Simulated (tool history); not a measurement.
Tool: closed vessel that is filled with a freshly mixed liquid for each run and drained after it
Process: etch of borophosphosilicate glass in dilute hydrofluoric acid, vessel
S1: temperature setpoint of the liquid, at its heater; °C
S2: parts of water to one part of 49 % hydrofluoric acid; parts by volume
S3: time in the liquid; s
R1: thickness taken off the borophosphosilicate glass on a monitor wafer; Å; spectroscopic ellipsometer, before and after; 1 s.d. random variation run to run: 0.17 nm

{"run": 1, "hour": 0.0, "S1": 20.0, "S2": 45, "S3": 50, "R1": 356.25}
{"run": 2, "hour": 3.9, "S1": 20.0, "S2": 50, "S3": 50, "R1": 317.98}
{"run": 3, "hour": 11.4, "S1": 17.0, "S2": 50, "S3": 50, "R1": 279.65}
{"run": 4, "hour": 16.8, "S1": 17.0, "S2": 60, "S3": 50, "R1": 229.18}
{"hour": 19.1, "done": "thermometer replaced"}
{"run": 5, "hour": 19.1, "S1": 17.0, "S2": 50, "S3": 50, "R1": 257.88}
{"run": 6, "hour": 25.3, "S1": 18.0, "S2": 50, "S3": 50, "R1": 268.82}
{"run": 7, "hour": 32.4, "S1": 19.0, "S2": 50, "S3": 50, "R1": 282.76}
{"run": 8, "hour": 38.9, "S1": 23.0, "S2": 50, "S3": 50, "R1": 335.76}
{"run": 9, "hour": 40.4, "S1": 23.5, "S2": 50, "S3": 50, "R1": 339.22}
{"run": 10, "hour": 42.5, "S1": 24.0, "S2": 50, "S3": 50, "R1": 345.37}
{"run": 11, "hour": 50.3, "S1": 24.5, "S2": 50, "S3": 50, "R1": 351.28}

What will run 12 give?
{"run": 12, "hour": 54.9, "S1": 28.0, "S2": 50, "S3": 50, "R1": "?"}

Logged for run 12: R1 410.16 Å.
